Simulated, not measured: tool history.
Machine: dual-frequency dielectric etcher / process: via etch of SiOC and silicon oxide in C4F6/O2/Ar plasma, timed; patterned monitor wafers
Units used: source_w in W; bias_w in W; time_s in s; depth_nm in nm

run	day	source_w	bias_w	time_s	depth_nm
1	0	260	190	52.5	51.301
2	0.083	260	190	52.5	51.104
3	0.233	270	192	52.5	52.028
4	0.492	230	192	52.5	48.475
5	0.846	260	192	52.5	51.542
6	1.171	270	193	52.5	51.969
7	1.275	320	215	52.5	59.408

Predict the results of run 8:
8	1.458	320	214	52.5	?

{"run 8": {"depth_nm": 58.715}}
